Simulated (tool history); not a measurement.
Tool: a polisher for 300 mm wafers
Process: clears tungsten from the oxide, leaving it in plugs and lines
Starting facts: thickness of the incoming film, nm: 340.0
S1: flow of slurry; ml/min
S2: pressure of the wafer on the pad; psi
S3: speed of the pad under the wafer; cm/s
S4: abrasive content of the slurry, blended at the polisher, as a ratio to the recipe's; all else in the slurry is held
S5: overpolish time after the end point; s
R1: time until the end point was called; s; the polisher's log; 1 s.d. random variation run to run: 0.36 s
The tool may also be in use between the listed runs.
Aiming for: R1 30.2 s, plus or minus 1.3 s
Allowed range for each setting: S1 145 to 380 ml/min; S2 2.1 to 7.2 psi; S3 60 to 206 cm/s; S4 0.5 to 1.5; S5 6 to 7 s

Run 1, hour 0: S1 245 ml/min, S2 4.6 psi, S3 132 cm/s, S4 1, S5 7 s. Result: R1 39.829 s.
Run 2, hour 2.4: S1 245 ml/min, S2 5 psi, S3 132 cm/s, S4 1, S5 7 s. Result: R1 36.765 s.
Run 3, hour 11.1: S1 245 ml/min, S2 4.5 psi, S3 132 cm/s, S4 1, S5 7 s. Result: R1 39.443 s.
Run 4, hour 15.4: S1 285 ml/min, S2 4.5 psi, S3 132 cm/s, S4 1, S5 7 s. Result: R1 38.244 s.
Run 5, hour 23.1: S1 285 ml/min, S2 4.5 psi, S3 114 cm/s, S4 1, S5 7 s. Result: R1 45.203 s.
Run 6, hour 31: S1 285 ml/min, S2 4.5 psi, S3 90 cm/s, S4 1, S5 7 s. Result: R1 56.702 s.
Run 7, hour 34.7: S1 295 ml/min, S2 5.4 psi, S3 92 cm/s, S4 1, S5 7 s. Result: R1 48.557 s.
Run 8, hour 41.3: S1 300 ml/min, S2 6 psi, S3 100 cm/s, S4 1, S5 7 s. Result: R1 41.472 s.
Run 9, hour 45.4: S1 300 ml/min, S2 6.4 psi, S3 106 cm/s, S4 1, S5 7 s. Result: R1 36.683 s.
Run 10, hour 49.1: S1 300 ml/min, S2 6.7 psi, S3 108 cm/s, S4 1, S5 7 s. Result: R1 34.74 s.
Run 11, hour 50.9: S1 300 ml/min, S2 6.9 psi, S3 110 cm/s, S4 1, S5 7 s. Result: R1 33.733 s.
Run 12, hour 58.2: S1 300 ml/min, S2 7 psi, S3 112 cm/s, S4 1, S5 7 s. Result: R1 33.42 s.
Run 13, hour 67.1: S1 300 ml/min, S2 7 psi, S3 112 cm/s, S4 1, S5 7 s. Result: R1 33.26 s.

Exercise: of the 4 proposed moves below, exactly one satisfies all targets within the stated allowed misses. Which move is it?
Run A, hour 76: S1 380 ml/min, S2 7 psi, S3 136 cm/s, S4 0.9, S5 7 s. Result: R1 ?.
Run B, hour 76: S1 340 ml/min, S2 6.7 psi, S3 116 cm/s, S4 0.85, S5 6 s. Result: R1 ?.
Run C, hour 76: S1 335 ml/min, S2 6.8 psi, S3 112 cm/s, S4 1.1, S5 6 s. Result: R1 ?.
Run D, hour 76: S1 315 ml/min, S2 7.1 psi, S3 116 cm/s, S4 1.2, S5 6 s. Result: R1 ?.

move      R1
   A  27.908
   B  34.356
   C  33.147
   D  30.522
A: moves the result that the last run missed by most past its target, out the other side
B: moves away from the targets compared with the last run
C: just as far off the targets as the last run
D: each result inside its tolerance
So the answer is move D, the one that meets all the targets.

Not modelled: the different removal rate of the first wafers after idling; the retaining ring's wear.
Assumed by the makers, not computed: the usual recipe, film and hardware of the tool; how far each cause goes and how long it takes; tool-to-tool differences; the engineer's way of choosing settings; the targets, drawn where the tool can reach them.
